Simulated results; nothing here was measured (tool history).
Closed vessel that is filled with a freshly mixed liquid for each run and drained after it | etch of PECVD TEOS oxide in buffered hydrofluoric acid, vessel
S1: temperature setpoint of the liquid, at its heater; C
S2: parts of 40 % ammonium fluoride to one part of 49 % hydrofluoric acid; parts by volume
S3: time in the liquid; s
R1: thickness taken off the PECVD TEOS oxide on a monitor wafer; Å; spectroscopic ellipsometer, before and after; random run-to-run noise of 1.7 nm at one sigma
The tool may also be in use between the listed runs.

run	hour	S1	S2	S3	R1
1	0.0	22.0	14	95	1602.7
2	2.8	20.5	14	95	1453.7
3	10.3	22.0	14	95	1596.0
4	15.0	22.0	12	95	1868.0
5	17.4	22.5	12	95	1919.4
6	21.5	22.5	14	95	1654.3
7	22.6	23.5	14	95	1721.9
8	29.5	24.5	14	95	1824.7
9	35.9	25.5	14	95	1942.5
10	36.9	26.0	14	95	1981.0

Run 11 is up next; what results do you expect?
11	45.0	26.5	14	95	?

{"run 11": {"R1": 2038.4}}

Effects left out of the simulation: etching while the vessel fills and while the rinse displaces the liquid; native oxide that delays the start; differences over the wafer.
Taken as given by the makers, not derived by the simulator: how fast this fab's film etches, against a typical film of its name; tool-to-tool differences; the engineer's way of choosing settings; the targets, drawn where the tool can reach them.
